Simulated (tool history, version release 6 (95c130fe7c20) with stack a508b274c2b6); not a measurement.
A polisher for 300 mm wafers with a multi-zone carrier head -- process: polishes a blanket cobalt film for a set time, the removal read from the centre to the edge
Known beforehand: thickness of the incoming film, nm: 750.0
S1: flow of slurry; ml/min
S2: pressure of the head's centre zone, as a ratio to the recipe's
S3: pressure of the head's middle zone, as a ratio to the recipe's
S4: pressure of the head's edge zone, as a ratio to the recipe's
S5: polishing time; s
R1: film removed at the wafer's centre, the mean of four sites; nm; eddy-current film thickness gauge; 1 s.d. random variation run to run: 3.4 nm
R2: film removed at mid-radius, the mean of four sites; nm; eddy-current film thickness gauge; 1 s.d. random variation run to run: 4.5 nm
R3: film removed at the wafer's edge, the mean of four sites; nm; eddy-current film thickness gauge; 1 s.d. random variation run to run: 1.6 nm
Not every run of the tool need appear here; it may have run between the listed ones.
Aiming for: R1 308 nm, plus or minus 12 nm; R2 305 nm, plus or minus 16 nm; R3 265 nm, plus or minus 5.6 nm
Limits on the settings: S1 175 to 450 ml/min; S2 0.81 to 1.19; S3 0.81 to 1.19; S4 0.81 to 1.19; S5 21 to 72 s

run 1 day=0 | S1=290 S2=1 S3=1 S4=1 S5=46 | R1=212.56 R2=218.82 R3=210.61
run 2 day=0.067 | S1=305 S2=1.05 S3=1.05 S4=1.03 S5=48 | R1=235.77 R2=231.73 R3=223.7
run 3 day=0.171 | S1=305 S2=1.05 S3=1.05 S4=1.09 S5=48 | R1=233.55 R2=232.82 R3=231.93
run 4 day=0.338 | S1=315 S2=1.07 S3=1.09 S4=1.07 S5=50 | R1=249.63 R2=247.77 R3=238.71
run 5 day=0.638 | S1=315 S2=1.07 S3=1.09 S4=1.14 S5=50 | R1=248.43 R2=250.26 R3=246.1
run 6 day=0.862 | S1=245 S2=1.07 S3=1.09 S4=1.14 S5=50 | R1=244.02 R2=244.1 R3=242.05
run 7 day=1.05 | S1=260 S2=1.09 S3=1.12 S4=1.11 S5=52 | R1=264.96 R2=265.53 R3=250.1
run 8 day=1.179 | S1=260 S2=1.09 S3=1.12 S4=1.11 S5=52 | R1=261.12 R2=256.6 R3=250.85

Which one of the following 4 next-run settings gets every result inside its allowed miss? There is exactly one.
run A day=1.308 | S1=285 S2=0.81 S3=1.19 S4=1.12 S5=56 | R1=? R2=? R3=?
run B day=1.308 | S1=205 S2=1.19 S3=1.03 S4=1.01 S5=52 | R1=? R2=? R3=?
run C day=1.308 | S1=215 S2=1.14 S3=1.17 S4=0.98 S5=60 | R1=? R2=? R3=?
run D day=1.308 | S1=175 S2=1.06 S3=1.16 S4=1.08 S5=57 | R1=? R2=? R3=?

move=A R1=211.05 R2=301.13 R3=273.27
move=B R1=278.94 R2=239.29 R3=236.1
move=C R1=310.17 R2=309.48 R3=268.93
move=D R1=267.43 R2=285.81 R3=263.79
A: further off than the last run
B: further off than the last run
C: hits every target within its allowed miss
D: closes in on the targets versus the last run, not all within tolerance yet
Correct choice: C, which meets every target
